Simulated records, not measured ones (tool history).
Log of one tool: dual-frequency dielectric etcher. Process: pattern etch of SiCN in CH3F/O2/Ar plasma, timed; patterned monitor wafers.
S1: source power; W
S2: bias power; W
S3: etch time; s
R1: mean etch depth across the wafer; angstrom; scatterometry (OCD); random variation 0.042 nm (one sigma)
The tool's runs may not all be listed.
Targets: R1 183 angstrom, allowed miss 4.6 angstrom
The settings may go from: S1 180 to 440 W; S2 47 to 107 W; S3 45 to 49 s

Run 1, hour 0: S1 310 W, S2 77 W, S3 49 s. Result: R1 161.88 angstrom.
Run 2, hour 1.8: S1 310 W, S2 71 W, S3 49 s. Result: R1 158.17 angstrom.
Run 3, hour 4.9: S1 330 W, S2 73 W, S3 49 s. Result: R1 161.99 angstrom.
Run 4, hour 11: S1 350 W, S2 76 W, S3 49 s. Result: R1 167.7 angstrom.
Run 5, hour 12.6: S1 350 W, S2 76 W, S3 49 s. Result: R1 168.24 angstrom.
Run 6, hour 15: S1 360 W, S2 77 W, S3 49 s. Result: R1 170.22 angstrom.
Run 7, hour 21.6: S1 370 W, S2 78 W, S3 49 s. Result: R1 173.03 angstrom.
At hour 30.5: bias power generator calibrated.
Run 8, hour 30.5: S1 380 W, S2 79 W, S3 49 s. Result: R1 172.99 angstrom.
Run 9, hour 33.7: S1 390 W, S2 81 W, S3 49 s. Result: R1 176.44 angstrom.
Run 10, hour 38.7: S1 390 W, S2 81 W, S3 49 s. Result: R1 175.9 angstrom.
Run 11, hour 42: S1 400 W, S2 82 W, S3 49 s. Result: R1 177.91 angstrom.

Which of these 4 next moves meets every target?
Run A, hour 45.3: S1 390 W, S2 107 W, S3 46 s. Result: R1 ?.
Run B, hour 45.3: S1 380 W, S2 88 W, S3 46.5 s. Result: R1 ?.
Run C, hour 45.3: S1 420 W, S2 85 W, S3 45 s. Result: R1 ?.
Run D, hour 45.3: S1 440 W, S2 82 W, S3 45 s. Result: R1 ?.

move      R1
   A  180.91
   B  169.81
   C  168.46
   D  169.38
A: meets every target
B: further off than the last run
C: further off than the last run
D: further off than the last run
Answer: A
